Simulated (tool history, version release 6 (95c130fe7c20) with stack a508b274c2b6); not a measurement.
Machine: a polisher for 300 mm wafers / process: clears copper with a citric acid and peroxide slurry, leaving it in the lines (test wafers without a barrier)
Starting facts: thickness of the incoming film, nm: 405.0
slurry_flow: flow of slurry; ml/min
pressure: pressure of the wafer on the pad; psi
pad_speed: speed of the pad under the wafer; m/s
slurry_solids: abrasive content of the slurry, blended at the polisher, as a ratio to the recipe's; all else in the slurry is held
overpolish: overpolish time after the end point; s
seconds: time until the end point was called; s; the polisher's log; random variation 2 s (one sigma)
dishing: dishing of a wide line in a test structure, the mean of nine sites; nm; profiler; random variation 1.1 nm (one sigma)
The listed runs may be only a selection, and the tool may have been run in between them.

{"run": 1, "hour": 0.0, "slurry_flow": 200, "pressure": 3.6, "pad_speed": 1.4, "slurry_solids": 1.0, "overpolish": 15, "seconds": 128.09, "dishing": 35.681}
{"run": 2, "hour": 2.8, "slurry_flow": 215, "pressure": 3.6, "pad_speed": 1.4, "slurry_solids": 1.0, "overpolish": 15, "seconds": 128.49, "dishing": 35.033}
{"run": 3, "hour": 8.6, "slurry_flow": 215, "pressure": 3.8, "pad_speed": 1.4, "slurry_solids": 1.0, "overpolish": 16, "seconds": 120.43, "dishing": 37.948}
{"run": 4, "hour": 9.4, "slurry_flow": 215, "pressure": 3.0, "pad_speed": 1.4, "slurry_solids": 1.0, "overpolish": 16, "seconds": 141.08, "dishing": 33.569}
{"run": 5, "hour": 16.2, "slurry_flow": 215, "pressure": 3.0, "pad_speed": 1.4, "slurry_solids": 1.0, "overpolish": 13, "seconds": 140.76, "dishing": 27.473}
{"run": 6, "hour": 20.1, "slurry_flow": 215, "pressure": 3.3, "pad_speed": 1.4, "slurry_solids": 1.0, "overpolish": 13, "seconds": 133.03, "dishing": 29.612}
{"run": 7, "hour": 28.0, "slurry_flow": 210, "pressure": 3.6, "pad_speed": 1.4, "slurry_solids": 1.0, "overpolish": 15, "seconds": 119.57, "dishing": 34.934}

Predict the results of run 8:
{"run": 8, "hour": 36.0, "slurry_flow": 210, "pressure": 3.7, "pad_speed": 1.42, "slurry_solids": 1.0, "overpolish": 17, "seconds": "?", "dishing": "?"}

Run 8 measured seconds 116.82 s, dishing 39.264 nm.
